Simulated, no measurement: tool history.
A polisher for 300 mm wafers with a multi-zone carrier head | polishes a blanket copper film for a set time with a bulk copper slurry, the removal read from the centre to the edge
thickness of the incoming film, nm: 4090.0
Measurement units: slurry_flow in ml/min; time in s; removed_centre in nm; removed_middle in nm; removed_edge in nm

Run 1, hour 0: slurry_flow 210 ml/min, centre_zone 1, middle_zone 1, edge_zone 1, slurry_solids 1, time 64 s. Result: removed_centre 322.09 nm, removed_middle 313.18 nm, removed_edge 318.61 nm.
Run 2, hour 4.2: slurry_flow 210 ml/min, centre_zone 1, middle_zone 1, edge_zone 1, slurry_solids 0.9, time 64 s. Result: removed_centre 312.33 nm, removed_middle 304.8 nm, removed_edge 313.2 nm.
Run 3, hour 12.1: slurry_flow 245 ml/min, centre_zone 1, middle_zone 1, edge_zone 1, slurry_solids 0.9, time 64 s. Result: removed_centre 319.24 nm, removed_middle 308.46 nm, removed_edge 318.97 nm.
Run 4, hour 13.4: slurry_flow 235 ml/min, centre_zone 0.97, middle_zone 0.97, edge_zone 0.96, slurry_solids 0.85, time 64 s. Result: removed_centre 303.53 nm, removed_middle 303.13 nm, removed_edge 304.91 nm.
Run 5, hour 19.8: slurry_flow 225 ml/min, centre_zone 0.96, middle_zone 0.93, edge_zone 0.95, slurry_solids 0.75, time 64 s. Result: removed_centre 294.01 nm, removed_middle 282.9 nm, removed_edge 294.91 nm.
Run 6, hour 25.3: slurry_flow 225 ml/min, centre_zone 0.96, middle_zone 0.93, edge_zone 0.95, slurry_solids 0.55, time 64 s. Result: removed_centre 274.28 nm, removed_middle 266.82 nm, removed_edge 279.98 nm.
Run 7, hour 30.4: slurry_flow 210 ml/min, centre_zone 0.95, middle_zone 0.92, edge_zone 0.94, slurry_solids 0.55, time 64 s. Result: removed_centre 269.55 nm, removed_middle 261.87 nm, removed_edge 272.87 nm.
Run 8, hour 34.3: slurry_flow 195 ml/min, centre_zone 0.94, middle_zone 0.91, edge_zone 0.94, slurry_solids 0.55, time 64 s. Result: removed_centre 265.62 nm, removed_middle 261.78 nm, removed_edge 274.13 nm.
Run 9, hour 42.2: slurry_flow 190 ml/min, centre_zone 0.93, middle_zone 0.89, edge_zone 0.93, slurry_solids 0.55, time 64 s. Result: removed_centre 262.17 nm, removed_middle 256.89 nm, removed_edge 270.14 nm.
Run 10, hour 46.1: slurry_flow 185 ml/min, centre_zone 0.92, middle_zone 0.88, edge_zone 0.93, slurry_solids 0.55, time 64 s. Result: removed_centre 258.54 nm, removed_middle 252.56 nm, removed_edge 268.9 nm.
Run 11, hour 51.8: slurry_flow 180 ml/min, centre_zone 0.92, middle_zone 0.87, edge_zone 0.93, slurry_solids 0.55, time 64 s. Result: removed_centre 258.86 nm, removed_middle 251.74 nm, removed_edge 274.22 nm.
Run 12, hour 54: slurry_flow 175 ml/min, centre_zone 0.92, middle_zone 0.87, edge_zone 0.92, slurry_solids 0.55, time 64 s. Result: removed_centre 254.91 nm, removed_middle 251.77 nm, removed_edge 272.37 nm.

Estimate the outcome of run 13 from the log above:
Run 13, hour 58.2: slurry_flow 175 ml/min, centre_zone 0.92, middle_zone 0.87, edge_zone 0.92, slurry_solids 0.55, time 64 s. Result: removed_centre ?, removed_middle ?, removed_edge ?.

Run 13 gave removed_centre 257.38 nm, removed_middle 248.09 nm, removed_edge 269.63 nm.
